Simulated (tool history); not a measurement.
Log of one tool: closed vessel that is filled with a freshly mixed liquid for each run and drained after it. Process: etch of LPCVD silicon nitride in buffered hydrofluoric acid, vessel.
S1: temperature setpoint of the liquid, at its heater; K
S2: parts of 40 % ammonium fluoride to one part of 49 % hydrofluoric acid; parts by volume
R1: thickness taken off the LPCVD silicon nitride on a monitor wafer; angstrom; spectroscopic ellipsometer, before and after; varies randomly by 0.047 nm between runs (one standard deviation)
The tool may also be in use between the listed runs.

Run 1, hour 0.0: S1 296.15 K, S2 12.5 parts by volume, time in the liquid (s) 1375. Result: R1 163.04 angstrom.
Run 2, hour 9.3: S1 293.65 K, S2 12.5 parts by volume, time in the liquid (s) 1375. Result: R1 142.14 angstrom.
Run 3, hour 11.9: S1 292.65 K, S2 12.5 parts by volume, time in the liquid (s) 1375. Result: R1 133.28 angstrom.
Run 4, hour 17.0: S1 292.65 K, S2 10.5 parts by volume, time in the liquid (s) 1375. Result: R1 159.76 angstrom.
Run 5, hour 19.0: S1 291.65 K, S2 11.0 parts by volume, time in the liquid (s) 1375. Result: R1 143.20 angstrom.
Run 6, hour 24.5: S1 291.65 K, S2 11.0 parts by volume, time in the liquid (s) 1375. Result: R1 143.66 angstrom.
Run 7, hour 27.4: S1 291.15 K, S2 11.5 parts by volume, time in the liquid (s) 1375. Result: R1 133.24 angstrom.

Forecast run 8:
Run 8, hour 32.5: S1 290.65 K, S2 12.0 parts by volume, time in the liquid (s) 1375. Result: R1 ?.

{"run 8": {"R1": 125.42}}

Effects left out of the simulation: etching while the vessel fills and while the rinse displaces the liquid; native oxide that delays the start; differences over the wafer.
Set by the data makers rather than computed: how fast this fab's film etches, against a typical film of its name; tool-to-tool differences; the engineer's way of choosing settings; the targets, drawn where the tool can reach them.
